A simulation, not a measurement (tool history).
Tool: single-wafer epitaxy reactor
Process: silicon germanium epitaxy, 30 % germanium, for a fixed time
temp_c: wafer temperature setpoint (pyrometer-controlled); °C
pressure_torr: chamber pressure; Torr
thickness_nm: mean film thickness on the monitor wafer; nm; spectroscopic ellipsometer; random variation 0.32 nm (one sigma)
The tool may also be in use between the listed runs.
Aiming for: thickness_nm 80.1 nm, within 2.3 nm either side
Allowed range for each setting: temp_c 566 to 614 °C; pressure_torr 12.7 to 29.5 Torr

run  hour  temp_c  pressure_torr  thickness_nm
  1     0     590           21.1        51.814
  2   4.3     598           21.4        61.169
  3  10.7     598           18.1         55.66
  4  14.5     603           18.9        62.769
  5  18.2     610           18.9        71.585
  6  19.1     605           18.9        65.567
  7  25.4     608           19.3        69.561
  8  29.6     610           19.7        72.848

Of the 5 settings listed for the next run, only one would bring every result within its allowed miss of target. Which one?
  A  33.8     611           19.7             ?
  B  33.8     614           17.2             ?
  C  33.8     614           22.4             ?
  D  33.8     614           19.9             ?
  E  33.8     609           20.4             ?

move  thickness_nm
   A        74.383
   B        72.404
   C        84.618
   D        79.099
   E        73.136
A: closes in on the targets versus the last run, not all within tolerance yet
B: further off than the last run
C: pushes the last run's worst result past its target
D: every result within its allowed miss
E: no nearer and no further than the last run
So the answer is move D, the one that meets all the targets.

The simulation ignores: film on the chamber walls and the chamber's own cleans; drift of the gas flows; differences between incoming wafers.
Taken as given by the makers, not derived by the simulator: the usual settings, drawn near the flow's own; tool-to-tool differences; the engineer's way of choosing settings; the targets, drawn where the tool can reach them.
